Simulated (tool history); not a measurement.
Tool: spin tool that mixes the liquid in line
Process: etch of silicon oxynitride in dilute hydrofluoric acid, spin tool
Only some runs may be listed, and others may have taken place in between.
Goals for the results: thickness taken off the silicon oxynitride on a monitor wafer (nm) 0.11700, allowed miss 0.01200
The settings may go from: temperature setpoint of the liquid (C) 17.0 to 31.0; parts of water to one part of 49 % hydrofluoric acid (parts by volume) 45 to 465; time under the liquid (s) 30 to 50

run,hour,temperature setpoint of the liquid (C),parts of water to one part of 49 % hydrofluoric acid (parts by volume),time under the liquid (s),thickness taken off the silicon oxynitride on a monitor wafer (nm)
1,0.0,23.0,255,50,0.28307
2,8.9,23.0,325,50,0.21421
3,15.2,20.5,325,50,0.19435
4,18.4,20.5,325,50,0.18447
5,19.2,20.0,335,50,0.17147
6,21.2,17.0,335,50,0.15401
7,22.5,17.0,340,50,0.14436
# hour 28.1: thermometer replaced
8,28.1,17.0,345,50,0.13717
9,37.1,17.0,350,50,0.14119

5 next moves are on the table. One of them brings every result within its allowed miss. Which?
A,46.1,18.5,340,50,?
B,46.1,17.0,340,50,?
C,46.1,18.0,370,50,?
D,46.1,21.5,305,30,?
E,46.1,17.5,280,50,?

move,thickness taken off the silicon oxynitride on a monitor wafer (nm)
A,0.15586
B,0.14574
C,0.13782
D,0.12142
E,0.18706
A: misses by more than the last run did
B: misses by more than the last run did
C: an improvement on the last run, though not all results are within tolerance
D: each result inside its tolerance
E: misses by more than the last run did
The move that meets every target is D.
